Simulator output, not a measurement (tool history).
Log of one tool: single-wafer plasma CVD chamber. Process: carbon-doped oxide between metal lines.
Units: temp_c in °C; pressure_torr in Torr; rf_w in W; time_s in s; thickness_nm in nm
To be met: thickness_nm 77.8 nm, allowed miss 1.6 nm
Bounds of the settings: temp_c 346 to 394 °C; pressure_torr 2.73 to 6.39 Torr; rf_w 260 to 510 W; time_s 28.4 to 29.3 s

run 1 hour=0 | temp_c=370 pressure_torr=4.56 rf_w=385 time_s=28.4 | thickness_nm=102.14
run 2 hour=6.2 | temp_c=370 pressure_torr=4.56 rf_w=385 time_s=29.3 | thickness_nm=105.82
run 3 hour=8.2 | temp_c=370 pressure_torr=4.18 rf_w=385 time_s=29.3 | thickness_nm=104.19
run 4 hour=13.2 | temp_c=371 pressure_torr=3.84 rf_w=355 time_s=29.2 | thickness_nm=94.822
run 5 hour=18 | temp_c=373 pressure_torr=3.53 rf_w=340 time_s=29.2 | thickness_nm=89.408
run 6 hour=20.2 | temp_c=375 pressure_torr=3.3 rf_w=330 time_s=29.2 | thickness_nm=84.996
run 7 hour=26.1 | temp_c=378 pressure_torr=3.14 rf_w=330 time_s=29.2 | thickness_nm=83.974
run 8 hour=31.1 | temp_c=382 pressure_torr=2.73 rf_w=300 time_s=29.1 | thickness_nm=74.197
-- hour=37.9 RF generator calibrated
run 9 hour=37.9 | temp_c=380 pressure_torr=2.81 rf_w=300 time_s=29.1 | thickness_nm=81.448
run 10 hour=44 | temp_c=382 pressure_torr=2.79 rf_w=300 time_s=29.1 | thickness_nm=81.962
run 11 hour=48.7 | temp_c=382 pressure_torr=2.79 rf_w=300 time_s=29.1 | thickness_nm=81.435
run 12 hour=56.2 | temp_c=381 pressure_torr=2.77 rf_w=295 time_s=29.1 | thickness_nm=79.387
run 13 hour=63.6 | temp_c=381 pressure_torr=2.77 rf_w=295 time_s=29.1 | thickness_nm=79.389

Which of these 5 next moves meets every target?
run A hour=71 | temp_c=378 pressure_torr=2.89 rf_w=295 time_s=29.3 | thickness_nm=?
run B hour=71 | temp_c=384 pressure_torr=3.27 rf_w=295 time_s=29.3 | thickness_nm=?
run C hour=71 | temp_c=382 pressure_torr=3.06 rf_w=300 time_s=29.3 | thickness_nm=?
run D hour=71 | temp_c=375 pressure_torr=3.07 rf_w=300 time_s=28.6 | thickness_nm=?
run E hour=71 | temp_c=380 pressure_torr=3.08 rf_w=295 time_s=28.4 | thickness_nm=?

move=A thickness_nm=81.52
move=B thickness_nm=81.322
move=C thickness_nm=82.774
move=D thickness_nm=81.963
move=E thickness_nm=79.102
A: further off than the last run
B: further off than the last run
C: further off than the last run
D: further off than the last run
E: meets every target
The right move is E.

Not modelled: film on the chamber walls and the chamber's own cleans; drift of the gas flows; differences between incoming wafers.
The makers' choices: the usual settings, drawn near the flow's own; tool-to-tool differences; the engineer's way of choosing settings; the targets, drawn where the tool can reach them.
